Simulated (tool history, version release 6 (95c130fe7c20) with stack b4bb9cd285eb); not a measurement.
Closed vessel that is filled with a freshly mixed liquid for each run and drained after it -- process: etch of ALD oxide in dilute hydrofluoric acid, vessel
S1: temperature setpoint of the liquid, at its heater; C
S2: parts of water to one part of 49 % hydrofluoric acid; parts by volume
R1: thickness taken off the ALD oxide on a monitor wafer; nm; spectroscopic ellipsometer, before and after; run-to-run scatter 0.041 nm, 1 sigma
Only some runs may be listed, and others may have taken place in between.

{"run": 1, "hour": 0.0, "S1": 22, "S2": 165, "time in the liquid (s)": 30, "R1": 5.0794}
{"run": 2, "hour": 5.1, "S1": 19, "S2": 165, "time in the liquid (s)": 30, "R1": 4.4978}
{"run": 3, "hour": 12.4, "S1": 21, "S2": 155, "time in the liquid (s)": 30, "R1": 5.2544}
{"run": 4, "hour": 20.4, "S1": 22.5, "S2": 150, "time in the liquid (s)": 30, "R1": 5.813}
{"run": 5, "hour": 21.7, "S1": 24, "S2": 145, "time in the liquid (s)": 30, "R1": 6.3704}
{"run": 6, "hour": 28.8, "S1": 27, "S2": 145, "time in the liquid (s)": 30, "R1": 7.0893}
{"run": 7, "hour": 29.7, "S1": 27.5, "S2": 140, "time in the liquid (s)": 30, "R1": 7.6172}
{"run": 8, "hour": 37.8, "S1": 28, "S2": 135, "time in the liquid (s)": 30, "R1": 8.1492}

Estimate the outcome of run 9 from the log above:
{"run": 9, "hour": 39.0, "S1": 28.5, "S2": 130, "time in the liquid (s)": 30, "R1": "?"}

Run 9 gave R1 8.6364 nm.
